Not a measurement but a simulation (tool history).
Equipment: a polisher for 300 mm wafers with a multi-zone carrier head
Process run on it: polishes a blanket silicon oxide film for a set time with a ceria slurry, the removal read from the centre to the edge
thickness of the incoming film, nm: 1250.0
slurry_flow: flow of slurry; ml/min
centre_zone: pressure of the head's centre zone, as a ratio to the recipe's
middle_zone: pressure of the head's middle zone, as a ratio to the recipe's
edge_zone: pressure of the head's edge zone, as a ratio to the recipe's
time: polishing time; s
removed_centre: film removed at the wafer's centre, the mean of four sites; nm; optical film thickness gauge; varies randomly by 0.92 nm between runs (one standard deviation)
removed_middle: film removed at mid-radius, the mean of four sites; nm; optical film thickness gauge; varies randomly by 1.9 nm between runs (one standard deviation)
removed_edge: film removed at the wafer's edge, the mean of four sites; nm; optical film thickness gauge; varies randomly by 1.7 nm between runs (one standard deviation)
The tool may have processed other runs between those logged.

run 1 hour=0 | slurry_flow=210 centre_zone=1 middle_zone=1 edge_zone=1 time=39 | removed_centre=163.14 removed_middle=165.77 removed_edge=163.79
run 2 hour=2.4 | slurry_flow=175 centre_zone=1 middle_zone=1 edge_zone=1 time=39 | removed_centre=159.35 removed_middle=159.98 removed_edge=159.1
run 3 hour=7.1 | slurry_flow=175 centre_zone=1.04 middle_zone=1 edge_zone=1 time=39 | removed_centre=162.14 removed_middle=160.49 removed_edge=159.58
run 4 hour=16 | slurry_flow=175 centre_zone=1.04 middle_zone=0.94 edge_zone=1 time=39 | removed_centre=162.33 removed_middle=149.22 removed_edge=157.46
run 5 hour=21.4 | slurry_flow=175 centre_zone=1.04 middle_zone=0.94 edge_zone=1.04 time=39 | removed_centre=162.1 removed_middle=151.39 removed_edge=161.86
run 6 hour=24.8 | slurry_flow=175 centre_zone=1.07 middle_zone=0.94 edge_zone=1.04 time=39 | removed_centre=164.3 removed_middle=152.25 removed_edge=162.76
run 7 hour=28.8 | slurry_flow=170 centre_zone=1.02 middle_zone=0.97 edge_zone=1.02 time=37 | removed_centre=150.93 removed_middle=146.49 removed_edge=149.32

What does the tool deliver on the next run?
run 8 hour=35.1 | slurry_flow=170 centre_zone=1.02 middle_zone=0.97 edge_zone=1.02 time=37 | removed_centre=? removed_middle=? removed_edge=?

{"run 8": {"removed_centre": 149.6, "removed_middle": 147.31, "removed_edge": 145.97}}
